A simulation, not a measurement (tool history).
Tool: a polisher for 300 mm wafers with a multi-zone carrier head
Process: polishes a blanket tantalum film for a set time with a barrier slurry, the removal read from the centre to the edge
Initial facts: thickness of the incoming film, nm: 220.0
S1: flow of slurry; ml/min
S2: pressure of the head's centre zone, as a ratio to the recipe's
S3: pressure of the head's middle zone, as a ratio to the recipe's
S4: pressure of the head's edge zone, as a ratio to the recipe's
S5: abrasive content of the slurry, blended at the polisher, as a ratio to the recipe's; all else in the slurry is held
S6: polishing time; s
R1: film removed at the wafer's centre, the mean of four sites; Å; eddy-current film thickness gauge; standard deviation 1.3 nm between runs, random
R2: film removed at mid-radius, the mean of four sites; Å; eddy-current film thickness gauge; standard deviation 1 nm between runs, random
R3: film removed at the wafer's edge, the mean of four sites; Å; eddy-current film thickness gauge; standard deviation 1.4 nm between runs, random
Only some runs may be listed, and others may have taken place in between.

run 1 hour=0 | S1=285 S2=1 S3=1 S4=1 S5=1 S6=71 | R1=847.77 R2=865.06 R3=844.81
run 2 hour=4.6 | S1=285 S2=1 S3=1 S4=1.08 S5=1 S6=71 | R1=836.06 R2=862.4 R3=887.34
run 3 hour=6.5 | S1=250 S2=1 S3=1 S4=1.08 S5=1 S6=71 | R1=849.98 R2=832.31 R3=865.85
run 4 hour=15.2 | S1=280 S2=1.01 S3=1 S4=1.1 S5=1.1 S6=73 | R1=897.53 R2=915.63 R3=923.31
run 5 hour=19.4 | S1=280 S2=1.01 S3=1 S4=1.1 S5=1.1 S6=60 | R1=759.61 R2=745.07 R3=781.44
run 6 hour=27.4 | S1=280 S2=0.94 S3=1 S4=1.1 S5=1.1 S6=60 | R1=696.42 R2=744.64 R3=766.69
run 7 hour=28.7 | S1=300 S2=0.94 S3=0.97 S4=1.12 S5=1.2 S6=66 | R1=772.56 R2=817.47 R3=853.64
run 8 hour=36.9 | S1=300 S2=0.93 S3=0.95 S4=1.14 S5=1.25 S6=72 | R1=862.01 R2=895.18 R3=973.23

Estimate the outcome of run 9 from the log above:
run 9 hour=40.7 | S1=300 S2=0.92 S3=0.95 S4=1.15 S5=1.3 S6=76 | R1=? R2=? R3=?

Run 9 came out at R1 917.13 Å, R2 933.81 Å, R3 1048.3 Å.

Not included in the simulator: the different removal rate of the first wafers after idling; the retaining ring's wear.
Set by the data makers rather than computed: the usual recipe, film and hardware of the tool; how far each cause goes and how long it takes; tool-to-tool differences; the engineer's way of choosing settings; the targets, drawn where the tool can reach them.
